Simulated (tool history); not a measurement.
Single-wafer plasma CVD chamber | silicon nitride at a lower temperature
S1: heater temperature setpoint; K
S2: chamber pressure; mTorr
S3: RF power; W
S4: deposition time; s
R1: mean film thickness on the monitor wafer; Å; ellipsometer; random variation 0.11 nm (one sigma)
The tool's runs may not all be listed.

run  hour      S1    S2   S3    S4      R1
  1   0.0  608.15  1790  325  21.3  261.36
  2   6.9  608.15  1520  325  21.3  250.91
  3  12.4  608.15  1520  370  21.3  266.01
  4  13.8  608.15  1520  370  20.2  253.10
  5  16.2  608.15  1620  375  20.2  259.85
  6  18.0  608.15  1700  380  20.2  264.10

Forecast run 7:
  7  22.1  608.15  1770  385  20.2   ?

Run 7 gave R1 270.62 Å.
